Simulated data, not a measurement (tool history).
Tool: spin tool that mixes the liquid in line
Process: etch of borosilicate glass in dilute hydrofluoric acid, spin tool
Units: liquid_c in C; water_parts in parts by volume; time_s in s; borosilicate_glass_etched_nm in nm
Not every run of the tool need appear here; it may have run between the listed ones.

run  hour  liquid_c  water_parts  time_s  borosilicate_glass_etched_nm
  1   0.0      22.0          205      90                        7.1736
  2   1.2      21.5          210      90                        6.8659
  3   9.7      21.0          215      90                        6.5581
  4  11.4      20.5          220      90                        6.2634
  5  12.9      20.0          220      90                        6.1751
  6  21.9      20.0          195      90                        7.0564

Forecast run 7:
  7  27.9      19.5          200      90                             ?

borosilicate_glass_etched_nm: 6.7506 nm
